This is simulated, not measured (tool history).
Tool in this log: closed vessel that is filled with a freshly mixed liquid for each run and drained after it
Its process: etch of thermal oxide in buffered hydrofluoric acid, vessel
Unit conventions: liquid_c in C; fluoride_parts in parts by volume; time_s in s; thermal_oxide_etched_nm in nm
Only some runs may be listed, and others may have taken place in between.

Run 1, day 0: liquid_c 25 C, fluoride_parts 9.5 parts by volume, time_s 95 s. Result: thermal_oxide_etched_nm 118.18 nm.
Run 2, day 0.125: liquid_c 23 C, fluoride_parts 10 parts by volume, time_s 95 s. Result: thermal_oxide_etched_nm 102.34 nm.
Run 3, day 0.154: liquid_c 23 C, fluoride_parts 10 parts by volume, time_s 95 s. Result: thermal_oxide_etched_nm 103.2 nm.
Run 4, day 0.338: liquid_c 23 C, fluoride_parts 12.5 parts by volume, time_s 95 s. Result: thermal_oxide_etched_nm 83.183 nm.
Run 5, day 0.483: liquid_c 21.5 C, fluoride_parts 12.5 parts by volume, time_s 95 s. Result: thermal_oxide_etched_nm 76.335 nm.
Run 6, day 0.825: liquid_c 21.5 C, fluoride_parts 12.5 parts by volume, time_s 105 s. Result: thermal_oxide_etched_nm 84.229 nm.
Run 7, day 1.075: liquid_c 20.5 C, fluoride_parts 12.5 parts by volume, time_s 105 s. Result: thermal_oxide_etched_nm 80 nm.

For run 8, what comes out?
Run 8, day 1.292: liquid_c 20.5 C, fluoride_parts 12.5 parts by volume, time_s 105 s. Result: thermal_oxide_etched_nm ?.

{"run 8": {"thermal_oxide_etched_nm": 79.495}}

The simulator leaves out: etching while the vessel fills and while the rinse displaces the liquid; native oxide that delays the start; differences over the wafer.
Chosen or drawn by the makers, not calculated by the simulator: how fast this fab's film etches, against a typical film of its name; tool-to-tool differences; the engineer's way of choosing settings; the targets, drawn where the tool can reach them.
